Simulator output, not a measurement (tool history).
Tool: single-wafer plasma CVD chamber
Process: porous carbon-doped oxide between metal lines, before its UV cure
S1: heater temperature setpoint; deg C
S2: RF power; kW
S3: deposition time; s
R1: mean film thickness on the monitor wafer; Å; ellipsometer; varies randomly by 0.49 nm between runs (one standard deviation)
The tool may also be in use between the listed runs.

run 1 hour=0 | S1=315 S2=0.41 S3=15.7 | R1=756.62
run 2 hour=5.7 | S1=315 S2=0.35 S3=15.7 | R1=674.02
run 3 hour=12.5 | S1=306 S2=0.35 S3=15.7 | R1=727.79
run 4 hour=16.2 | S1=302 S2=0.37 S3=15.7 | R1=764.69
run 5 hour=20.3 | S1=302 S2=0.345 S3=15.7 | R1=730.41
run 6 hour=21.4 | S1=302 S2=0.37 S3=15.7 | R1=768.63
run 7 hour=22.1 | S1=299 S2=0.385 S3=15.7 | R1=797.84

Run 8, settings as shown, results not yet in. Your forecast:
run 8 hour=30 | S1=297 S2=0.4 S3=15.7 | R1=?

For run 8 the tool returned R1 838.79 Å.
